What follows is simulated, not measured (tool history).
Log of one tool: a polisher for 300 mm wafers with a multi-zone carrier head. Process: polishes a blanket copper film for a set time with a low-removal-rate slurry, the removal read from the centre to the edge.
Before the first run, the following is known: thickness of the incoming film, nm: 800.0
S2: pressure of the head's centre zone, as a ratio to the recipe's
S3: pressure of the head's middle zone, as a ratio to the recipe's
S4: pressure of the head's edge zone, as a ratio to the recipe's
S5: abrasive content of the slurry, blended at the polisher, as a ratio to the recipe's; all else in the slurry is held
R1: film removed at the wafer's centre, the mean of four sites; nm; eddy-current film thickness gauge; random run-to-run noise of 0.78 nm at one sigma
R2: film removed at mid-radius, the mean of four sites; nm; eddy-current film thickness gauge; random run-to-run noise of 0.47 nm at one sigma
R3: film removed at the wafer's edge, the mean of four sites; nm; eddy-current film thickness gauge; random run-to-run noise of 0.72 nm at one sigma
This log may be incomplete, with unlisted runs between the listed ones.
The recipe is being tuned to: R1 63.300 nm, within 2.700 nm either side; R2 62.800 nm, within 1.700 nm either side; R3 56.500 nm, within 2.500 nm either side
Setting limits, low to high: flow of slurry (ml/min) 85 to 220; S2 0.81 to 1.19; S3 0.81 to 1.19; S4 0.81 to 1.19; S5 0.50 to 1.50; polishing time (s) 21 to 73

run 1 hour=0.0 | flow_of_slurry_(ml/min)=140 S2=1.00 S3=1.00 S4=1.00 S5=1.00 polishing_time_(s)=47 | R1=93.986 R2=94.740 R3=91.874
run 2 hour=4.9 | flow_of_slurry_(ml/min)=140 S2=1.00 S3=1.00 S4=0.95 S5=1.00 polishing_time_(s)=47 | R1=95.074 R2=94.032 R3=89.564
run 3 hour=8.0 | flow_of_slurry_(ml/min)=140 S2=1.00 S3=1.00 S4=0.93 S5=0.90 polishing_time_(s)=44 | R1=86.921 R2=87.918 R3=83.079
run 4 hour=12.6 | flow_of_slurry_(ml/min)=140 S2=1.01 S3=1.00 S4=0.91 S5=0.85 polishing_time_(s)=41 | R1=81.929 R2=81.034 R3=74.361
-- hour=17.4 edge zone pressure recalibrated
run 5 hour=17.4 | flow_of_slurry_(ml/min)=140 S2=1.01 S3=0.95 S4=0.91 S5=0.85 polishing_time_(s)=41 | R1=82.009 R2=77.587 R3=74.891
run 6 hour=19.2 | flow_of_slurry_(ml/min)=140 S2=0.93 S3=0.95 S4=0.91 S5=0.85 polishing_time_(s)=41 | R1=77.052 R2=77.062 R3=77.619
run 7 hour=26.1 | flow_of_slurry_(ml/min)=135 S2=0.94 S3=0.96 S4=0.89 S5=0.80 polishing_time_(s)=40 | R1=73.925 R2=74.325 R3=72.445
run 8 hour=34.8 | flow_of_slurry_(ml/min)=130 S2=0.95 S3=0.96 S4=0.87 S5=0.75 polishing_time_(s)=39 | R1=68.484 R2=71.760 R3=69.063
run 9 hour=41.8 | flow_of_slurry_(ml/min)=125 S2=0.98 S3=0.95 S4=0.86 S5=0.70 polishing_time_(s)=39 | R1=69.276 R2=69.653 R3=67.215
run 10 hour=46.7 | flow_of_slurry_(ml/min)=120 S2=1.00 S3=0.95 S4=0.85 S5=0.65 polishing_time_(s)=39 | R1=70.407 R2=68.252 R3=65.015
run 11 hour=50.3 | flow_of_slurry_(ml/min)=115 S2=1.01 S3=0.96 S4=0.84 S5=0.60 polishing_time_(s)=39 | R1=70.073 R2=66.840 R3=62.615
run 12 hour=53.0 | flow_of_slurry_(ml/min)=110 S2=1.01 S3=0.97 S4=0.83 S5=0.60 polishing_time_(s)=39 | R1=67.909 R2=66.937 R3=61.795
run 13 hour=59.9 | flow_of_slurry_(ml/min)=105 S2=1.01 S3=0.97 S4=0.83 S5=0.60 polishing_time_(s)=39 | R1=66.495 R2=66.304 R3=61.559
run 14 hour=63.3 | flow_of_slurry_(ml/min)=100 S2=1.02 S3=0.97 S4=0.83 S5=0.60 polishing_time_(s)=39 | R1=65.110 R2=65.221 R3=61.540
run 15 hour=70.8 | flow_of_slurry_(ml/min)=100 S2=1.02 S3=0.97 S4=0.83 S5=0.60 polishing_time_(s)=39 | R1=65.945 R2=65.430 R3=62.991
run 16 hour=77.5 | flow_of_slurry_(ml/min)=100 S2=1.02 S3=0.97 S4=0.83 S5=0.60 polishing_time_(s)=39 | R1=65.258 R2=64.346 R3=61.657

Of the 5 settings listed for the next run, only one would bring every result within its allowed miss of target. Which one?
run A hour=84.2 | flow_of_slurry_(ml/min)=85 S2=1.06 S3=0.87 S4=0.87 S5=0.65 polishing_time_(s)=44 | R1=? R2=? R3=?
run B hour=84.2 | flow_of_slurry_(ml/min)=85 S2=1.00 S3=0.93 S4=0.89 S5=0.95 polishing_time_(s)=39 | R1=? R2=? R3=?
run C hour=84.2 | flow_of_slurry_(ml/min)=115 S2=1.02 S3=1.00 S4=0.81 S5=0.55 polishing_time_(s)=36 | R1=? R2=? R3=?
run D hour=84.2 | flow_of_slurry_(ml/min)=95 S2=0.96 S3=0.85 S4=0.91 S5=0.85 polishing_time_(s)=40 | R1=? R2=? R3=?
run E hour=84.2 | flow_of_slurry_(ml/min)=165 S2=1.02 S3=1.09 S4=0.87 S5=0.50 polishing_time_(s)=33 | R1=? R2=? R3=?

move=A R1=73.645 R2=64.014 R3=70.940
move=B R1=66.144 R2=63.860 R3=67.586
move=C R1=64.092 R2=63.571 R3=58.609
move=D R1=67.498 R2=62.222 R3=70.697
move=E R1=63.711 R2=67.177 R3=57.937
A: its largest miss is bigger than the last run's
B: its largest miss is bigger than the last run's
C: all results land within tolerance of their targets
D: its largest miss is bigger than the last run's
E: meets the target for the result that was furthest off, but another lies outside its allowed miss
The move that meets every target is C.
